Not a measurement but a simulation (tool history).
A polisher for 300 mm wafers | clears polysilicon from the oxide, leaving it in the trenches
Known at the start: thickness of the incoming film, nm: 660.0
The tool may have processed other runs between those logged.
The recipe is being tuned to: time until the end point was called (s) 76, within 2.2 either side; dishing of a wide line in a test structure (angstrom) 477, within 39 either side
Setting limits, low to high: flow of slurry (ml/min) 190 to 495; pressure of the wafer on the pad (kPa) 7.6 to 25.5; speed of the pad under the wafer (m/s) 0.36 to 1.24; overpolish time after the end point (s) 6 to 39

run    day  flow of slurry (ml/min)  pressure of the wafer on the pad (kPa)  speed of the pad under the wafer (m/s)  overpolish time after the end point (s)  time until the end point was called (s)  dishing of a wide line in a test structure (angstrom)
  1      0                      320                                    16.5                                     0.8                                       20                                   78.253                                                 686.51
  2  0.104                      320                                    16.5                                    0.66                                       20                                   96.544                                                 632.55
  3   0.45                      250                                    16.5                                    0.66                                       20                                   97.743                                                 606.12
  4  0.592                      250                                    13.8                                    0.66                                       20                                   116.92                                                 586.42
  5  0.629                      250                                    13.8                                    0.66                                       25                                   117.36                                                 650.91
  6  0.954                      250                                    13.8                                    0.54                                       25                                   141.14                                                 594.72
  7    1.2                      240                                    16.5                                    0.54                                       19                                      117                                                 559.31
  8  1.317                      225                                    18.6                                    0.54                                       15                                   107.84                                                 521.94
  9    1.6                      275                                    22.8                                    0.54                                        6                                   86.824                                                  337.8
 10    1.7                      270                                    23.4                                    0.54                                        9                                   84.043                                                 475.81
 11  1.804                      285                                    24.1                                    0.54                                        9                                   80.171                                                 462.81
 12  2.154                      290                                    24.1                                    0.54                                        9                                   80.407                                                 447.93
 13  2.183                      285                                    25.5                                    0.54                                       13                                   75.882                                                 565.94
 14    2.4                      285                                    25.5                                    0.54                                       13                                    76.34                                                 563.31
 15  2.462                      285                                    25.5                                    0.54                                        6                                   77.191                                                 371.71
 16  2.729                      285                                    25.5                                    0.54                                        7                                   76.508                                                 409.24
 17  2.875                      285                                    25.5                                    0.54                                        7                                   75.485                                                 424.83

Which one of the following 4 next-run settings gets every result inside its allowed miss? There is exactly one.
  A  3.021                      225                                    25.5                                    0.56                                        9                                        ?                                                      ?
  B  3.021                      205                                    25.5                                    0.58                                        6                                        ?                                                      ?
  C  3.021                      365                                    24.8                                    0.56                                        6                                        ?                                                      ?
  D  3.021                      345                                    24.8                                    0.56                                        6                                        ?                                                      ?

move  time until the end point was called (s)  dishing of a wide line in a test structure (angstrom)
   A                                   75.746                                                 461.21
   B                                   74.274                                                 360.66
   C                                   73.858                                                 362.07
   D                                   74.204                                                  360.9
A: every result lands within tolerance
B: misses by more than the last run did
C: misses by more than the last run did
D: misses by more than the last run did
Answer: A

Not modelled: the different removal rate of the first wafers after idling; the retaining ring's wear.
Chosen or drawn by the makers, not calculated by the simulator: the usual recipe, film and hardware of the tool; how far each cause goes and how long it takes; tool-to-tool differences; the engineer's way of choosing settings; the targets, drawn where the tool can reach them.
